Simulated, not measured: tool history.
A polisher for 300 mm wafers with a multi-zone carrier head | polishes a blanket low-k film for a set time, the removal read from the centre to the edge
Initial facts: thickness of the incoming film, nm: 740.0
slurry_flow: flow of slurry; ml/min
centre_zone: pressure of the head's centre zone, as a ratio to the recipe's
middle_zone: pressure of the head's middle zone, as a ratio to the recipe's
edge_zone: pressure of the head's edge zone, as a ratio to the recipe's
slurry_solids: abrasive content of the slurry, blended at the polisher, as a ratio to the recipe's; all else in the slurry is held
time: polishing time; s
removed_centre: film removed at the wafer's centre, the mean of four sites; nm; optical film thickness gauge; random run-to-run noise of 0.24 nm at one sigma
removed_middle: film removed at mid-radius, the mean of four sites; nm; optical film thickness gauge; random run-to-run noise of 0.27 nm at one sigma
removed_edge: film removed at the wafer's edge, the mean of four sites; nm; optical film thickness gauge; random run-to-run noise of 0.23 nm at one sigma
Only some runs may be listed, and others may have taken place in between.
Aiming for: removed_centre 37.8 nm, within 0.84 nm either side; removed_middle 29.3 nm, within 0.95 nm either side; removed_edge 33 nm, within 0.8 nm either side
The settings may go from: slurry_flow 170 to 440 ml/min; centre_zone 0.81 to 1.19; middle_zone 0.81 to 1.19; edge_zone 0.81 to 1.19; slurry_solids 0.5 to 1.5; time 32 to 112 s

run 1 hour=0 | slurry_flow=280 centre_zone=1 middle_zone=1 edge_zone=1 slurry_solids=1 time=72 | removed_centre=38.044 removed_middle=34.973 removed_edge=33.703
run 2 hour=6.8 | slurry_flow=280 centre_zone=1 middle_zone=1 edge_zone=0.95 slurry_solids=1 time=72 | removed_centre=38.307 removed_middle=34.972 removed_edge=33.224
run 3 hour=15.5 | slurry_flow=280 centre_zone=1 middle_zone=1 edge_zone=0.95 slurry_solids=0.8 time=72 | removed_centre=34.832 removed_middle=31.927 removed_edge=30.411
run 4 hour=21.9 | slurry_flow=295 centre_zone=1.02 middle_zone=0.96 edge_zone=0.99 slurry_solids=0.8 time=72 | removed_centre=35.351 removed_middle=31.473 removed_edge=31.058
run 5 hour=25.4 | slurry_flow=295 centre_zone=1.09 middle_zone=0.96 edge_zone=0.99 slurry_solids=0.8 time=72 | removed_centre=37.898 removed_middle=30.549 removed_edge=30.818
run 6 hour=29.7 | slurry_flow=250 centre_zone=1.09 middle_zone=0.96 edge_zone=0.99 slurry_solids=0.8 time=72 | removed_centre=37.969 removed_middle=30.367 removed_edge=30.58
run 7 hour=35 | slurry_flow=255 centre_zone=1.09 middle_zone=0.93 edge_zone=1.03 slurry_solids=0.8 time=72 | removed_centre=37.588 removed_middle=30.286 removed_edge=31.013
-- hour=40.5 centre zone pressure recalibrated
run 8 hour=40.5 | slurry_flow=265 centre_zone=1.09 middle_zone=0.89 edge_zone=1.06 slurry_solids=0.8 time=72 | removed_centre=34.003 removed_middle=29.345 removed_edge=31.714
run 9 hour=47.9 | slurry_flow=265 centre_zone=1.12 middle_zone=0.88 edge_zone=1.07 slurry_solids=0.85 time=72 | removed_centre=35.877 removed_middle=29.72 removed_edge=32.322
run 10 hour=50.5 | slurry_flow=265 centre_zone=1.14 middle_zone=0.87 edge_zone=1.07 slurry_solids=0.85 time=72 | removed_centre=36.71 removed_middle=29.339 removed_edge=32.535
run 11 hour=55.7 | slurry_flow=265 centre_zone=1.15 middle_zone=0.87 edge_zone=1.07 slurry_solids=0.85 time=72 | removed_centre=37.032 removed_middle=29.422 removed_edge=32.315

Consider the 5 candidate settings below. Which is the only one whose results all fall within their allowed miss of target?
run A hour=60.9 | slurry_flow=255 centre_zone=1.15 middle_zone=0.91 edge_zone=1.11 slurry_solids=0.8 time=72 | removed_centre=? removed_middle=? removed_edge=?
run B hour=60.9 | slurry_flow=170 centre_zone=1.1 middle_zone=0.83 edge_zone=0.97 slurry_solids=0.85 time=77 | removed_centre=? removed_middle=? removed_edge=?
run C hour=60.9 | slurry_flow=275 centre_zone=1.12 middle_zone=0.86 edge_zone=1.1 slurry_solids=0.85 time=73 | removed_centre=? removed_middle=? removed_edge=?
run D hour=60.9 | slurry_flow=255 centre_zone=1.13 middle_zone=0.89 edge_zone=1.17 slurry_solids=0.75 time=76 | removed_centre=? removed_middle=? removed_edge=?
run E hour=60.9 | slurry_flow=250 centre_zone=1.17 middle_zone=0.85 edge_zone=1.07 slurry_solids=0.75 time=77 | removed_centre=? removed_middle=? removed_edge=?

move=A removed_centre=35.751 removed_middle=29.164 removed_edge=31.451
move=B removed_centre=35.963 removed_middle=28.584 removed_edge=31.966
move=C removed_centre=36.375 removed_middle=29.077 removed_edge=32.715
move=D removed_centre=36.135 removed_middle=29.46 removed_edge=33.031
move=E removed_centre=37.837 removed_middle=28.687 removed_edge=32.324
A: further off than the last run
B: further off than the last run
C: further off than the last run
D: further off than the last run
E: every result within its allowed miss
The right move is E.
